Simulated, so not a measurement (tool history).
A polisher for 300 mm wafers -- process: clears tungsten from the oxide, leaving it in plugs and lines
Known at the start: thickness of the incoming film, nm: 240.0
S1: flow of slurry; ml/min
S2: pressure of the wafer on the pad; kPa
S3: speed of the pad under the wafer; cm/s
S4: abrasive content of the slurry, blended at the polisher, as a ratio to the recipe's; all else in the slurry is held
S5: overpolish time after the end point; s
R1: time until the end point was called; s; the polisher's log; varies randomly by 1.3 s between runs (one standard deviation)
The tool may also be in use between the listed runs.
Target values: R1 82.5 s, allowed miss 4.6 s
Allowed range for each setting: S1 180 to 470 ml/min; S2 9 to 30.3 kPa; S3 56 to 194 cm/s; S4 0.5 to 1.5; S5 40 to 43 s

run,day,S1,S2,S3,S4,S5,R1
1,0,300,19.3,124,1,40,62.51
2,0.1,300,19.3,124,1,43,62.641
3,0.312,300,18.6,124,1,43,64.584
4,0.404,300,18.6,140,1,43,58.958
5,0.65,300,18.6,140,1,43,56.687
6,0.75,300,17.9,140,1,43,59.847
7,0.996,300,17.2,140,1,43,62.247
8,1.2,300,16.5,140,1,43,63.72
9,1.529,300,15.9,140,1,43,68.183
10,1.75,300,15.2,140,1,43,68.416
11,1.838,300,14.5,140,1,43,72.395

Pick the move, out of 4, that brings all results within their allowed miss; only one does.
A,1.925,340,15.2,136,0.9,40,?
B,1.925,345,13.1,152,1.05,40,?
C,1.925,420,12.4,146,1.25,40,?
D,1.925,390,13.8,122,1.1,40,?

move,R1
A,70.477
B,70.515
C,73.409
D,81.572
A: moves away from the targets compared with the last run
B: moves away from the targets compared with the last run
C: nearer than the last run, and not there yet
D: all results in spec
So the answer is move D, the one that meets all the targets.
